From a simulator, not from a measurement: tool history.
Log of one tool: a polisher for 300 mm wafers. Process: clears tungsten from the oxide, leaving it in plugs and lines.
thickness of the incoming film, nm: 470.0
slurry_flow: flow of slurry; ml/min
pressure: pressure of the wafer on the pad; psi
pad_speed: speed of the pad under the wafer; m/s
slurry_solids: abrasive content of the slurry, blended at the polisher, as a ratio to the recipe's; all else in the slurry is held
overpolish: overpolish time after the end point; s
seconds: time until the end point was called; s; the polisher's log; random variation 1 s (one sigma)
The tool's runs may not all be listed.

run,hour,slurry_flow,pressure,pad_speed,slurry_solids,overpolish,seconds
1,0.0,245,4.4,1.02,1.0,6,84.430
2,7.8,245,4.8,1.04,1.0,6,77.403
3,13.1,245,5.1,1.06,1.0,6,74.081
4,19.4,245,5.1,1.06,0.8,6,78.483
5,25.6,245,5.1,0.88,0.8,6,93.835
# hour 33.8: slurry blender recalibrated
6,33.8,245,5.1,0.88,0.8,5,84.951
7,41.6,245,6.3,0.98,0.8,5,62.931
8,48.8,245,6.4,0.98,0.8,5,62.683

The next listed run, before its measurement:
9,49.5,245,6.5,1.00,0.8,5,?

Run 9 gave seconds 60.465 s.

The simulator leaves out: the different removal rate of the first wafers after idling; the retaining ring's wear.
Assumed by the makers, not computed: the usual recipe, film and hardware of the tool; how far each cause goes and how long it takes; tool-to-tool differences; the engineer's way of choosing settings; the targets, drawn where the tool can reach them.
